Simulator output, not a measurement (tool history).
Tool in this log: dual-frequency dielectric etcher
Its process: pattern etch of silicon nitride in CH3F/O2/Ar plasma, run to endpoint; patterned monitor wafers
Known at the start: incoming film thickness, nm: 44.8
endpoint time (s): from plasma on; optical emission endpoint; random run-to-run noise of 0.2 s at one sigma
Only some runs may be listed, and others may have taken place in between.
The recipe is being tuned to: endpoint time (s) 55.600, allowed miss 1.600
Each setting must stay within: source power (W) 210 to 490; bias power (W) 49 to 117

{"run": 1, "hour": 0.0, "source power (W)": 350, "bias power (W)": 83, "endpoint time (s)": 65.773}
{"run": 2, "hour": 4.1, "source power (W)": 380, "bias power (W)": 87, "endpoint time (s)": 62.764}
{"run": 3, "hour": 5.5, "source power (W)": 380, "bias power (W)": 93, "endpoint time (s)": 60.465}
{"run": 4, "hour": 7.3, "source power (W)": 400, "bias power (W)": 95, "endpoint time (s)": 59.039}
{"run": 5, "hour": 14.7, "source power (W)": 400, "bias power (W)": 89, "endpoint time (s)": 60.825}
{"run": 6, "hour": 16.5, "source power (W)": 420, "bias power (W)": 91, "endpoint time (s)": 59.048}
{"run": 7, "hour": 17.3, "source power (W)": 430, "bias power (W)": 92, "endpoint time (s)": 58.517}
{"run": 8, "hour": 19.8, "source power (W)": 440, "bias power (W)": 93, "endpoint time (s)": 57.957}

Which one of the following 5 next-run settings gets every result inside its allowed miss? There is exactly one.
{"run": "A", "hour": 22.3, "source power (W)": 470, "bias power (W)": 69, "endpoint time (s)": "?"}
{"run": "B", "hour": 22.3, "source power (W)": 440, "bias power (W)": 101, "endpoint time (s)": "?"}
{"run": "C", "hour": 22.3, "source power (W)": 440, "bias power (W)": 86, "endpoint time (s)": "?"}
{"run": "D", "hour": 22.3, "source power (W)": 380, "bias power (W)": 101, "endpoint time (s)": "?"}
{"run": "E", "hour": 22.3, "source power (W)": 400, "bias power (W)": 95, "endpoint time (s)": "?"}

move=A endpoint_time_(s)=63.710
move=B endpoint_time_(s)=55.734
move=C endpoint_time_(s)=59.599
move=D endpoint_time_(s)=58.672
move=E endpoint_time_(s)=59.135
A: misses by more than the last run did
B: every result within its allowed miss
C: misses by more than the last run did
D: misses by more than the last run did
E: misses by more than the last run did
The move that meets every target is B.
